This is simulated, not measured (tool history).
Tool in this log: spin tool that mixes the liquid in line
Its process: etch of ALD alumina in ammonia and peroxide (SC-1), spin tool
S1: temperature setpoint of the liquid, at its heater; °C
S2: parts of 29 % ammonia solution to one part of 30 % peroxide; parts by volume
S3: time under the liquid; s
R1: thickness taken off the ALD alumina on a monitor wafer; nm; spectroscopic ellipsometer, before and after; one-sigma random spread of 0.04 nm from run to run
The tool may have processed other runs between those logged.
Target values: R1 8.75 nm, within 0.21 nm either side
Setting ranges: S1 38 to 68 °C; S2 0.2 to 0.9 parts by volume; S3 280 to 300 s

run,hour,S1,S2,S3,R1
1,0,52,0.5,280,17.819
2,6.3,55.5,0.5,280,21.385
3,15.4,50.5,0.5,280,16.384
4,22.2,47,0.5,280,13.499
5,28.6,47,0.4,280,13.159
6,30.8,45,0.4,280,11.828
7,38.1,43.5,0.4,280,10.799
8,39,42.5,0.4,280,10.184
9,44.5,41.5,0.4,280,9.7035
10,52.5,41,0.4,280,9.327
11,60.8,40.5,0.4,280,9.0303

Which of these 4 next moves meets every target?
A,69.1,39.5,0.35,280,?
B,69.1,38,0.5,290,?
C,69.1,38,0.35,295,?
D,69.1,40.5,0.3,280,?

move,R1
A,8.3649
B,8.1983
C,8.0595
D,8.7436
A: moves the result that the last run missed by most past its target, out the other side
B: moves the result that the last run missed by most past its target, out the other side
C: moves the result that the last run missed by most past its target, out the other side
D: all results in spec
Go with D: it meets all targets.
